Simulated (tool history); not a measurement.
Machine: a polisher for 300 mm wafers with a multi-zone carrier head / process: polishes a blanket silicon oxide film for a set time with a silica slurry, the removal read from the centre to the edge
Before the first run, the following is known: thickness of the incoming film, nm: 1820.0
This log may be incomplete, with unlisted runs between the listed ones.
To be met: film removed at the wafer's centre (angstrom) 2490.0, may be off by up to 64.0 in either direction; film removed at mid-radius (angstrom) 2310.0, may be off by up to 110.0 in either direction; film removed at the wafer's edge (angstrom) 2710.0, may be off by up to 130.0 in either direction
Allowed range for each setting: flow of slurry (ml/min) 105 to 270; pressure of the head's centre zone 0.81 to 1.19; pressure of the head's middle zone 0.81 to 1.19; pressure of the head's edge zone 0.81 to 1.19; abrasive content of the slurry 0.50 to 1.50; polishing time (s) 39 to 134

run,day,flow of slurry (ml/min),pressure of the head's centre zone,pressure of the head's middle zone,pressure of the head's edge zone,abrasive content of the slurry,polishing time (s),film removed at the wafer's centre (angstrom),film removed at mid-radius (angstrom),film removed at the wafer's edge (angstrom)
1,0.000,175,1.00,1.00,1.00,1.00,86,1787.9,1830.5,1745.3
2,0.238,175,1.00,0.98,1.03,1.10,88,1907.1,1815.0,1889.0
3,0.579,175,1.00,0.99,1.05,1.15,90,1940.9,1927.0,1909.4
4,0.812,175,0.98,0.97,1.05,1.20,93,1997.8,1990.7,2006.3
5,0.867,175,0.97,0.95,1.07,1.25,96,2052.5,1988.9,2099.0
6,1.208,175,1.01,0.95,1.07,1.25,96,2144.1,2010.2,2174.3
7,1.262,175,1.01,0.95,1.09,1.30,98,2259.3,2104.8,2231.3
8,1.417,175,1.01,0.95,1.09,1.30,98,2223.8,2140.1,2213.4
9,1.688,175,1.01,0.95,1.09,1.30,98,2232.5,2101.0,2255.3
10,1.854,215,0.98,0.90,1.19,1.50,99,2324.5,2163.1,2516.4
11,2.079,215,0.98,0.90,1.19,1.50,100,2409.1,2204.8,2517.8
12,2.408,210,0.97,0.90,1.19,1.50,101,2358.9,2260.7,2528.1
13,2.696,215,0.97,0.89,1.19,1.50,102,2423.8,2260.5,2568.7

Of the 5 settings listed for the next run, only one would bring every result within its allowed miss of target. Which one?
A,2.983,230,0.98,1.00,1.10,1.45,100,?,?,?
B,2.983,195,0.94,0.88,1.15,1.50,103,?,?,?
C,2.983,250,0.91,0.81,1.19,1.50,106,?,?,?
D,2.983,220,1.00,0.99,1.06,1.35,100,?,?,?
E,2.983,185,0.97,0.88,1.19,1.50,109,?,?,?

move,film removed at the wafer's centre (angstrom),film removed at mid-radius (angstrom),film removed at the wafer's edge (angstrom)
A,2404.0,2384.6,2437.0
B,2335.4,2178.9,2543.1
C,2412.5,2166.1,2725.1
D,2386.4,2301.3,2340.0
E,2527.7,2286.5,2714.5
A: lands further from the targets than the last run did
B: lands further from the targets than the last run did
C: brings the last run's worst result on target, with another outside its allowed miss
D: lands further from the targets than the last run did
E: each result inside its tolerance
Answer: E
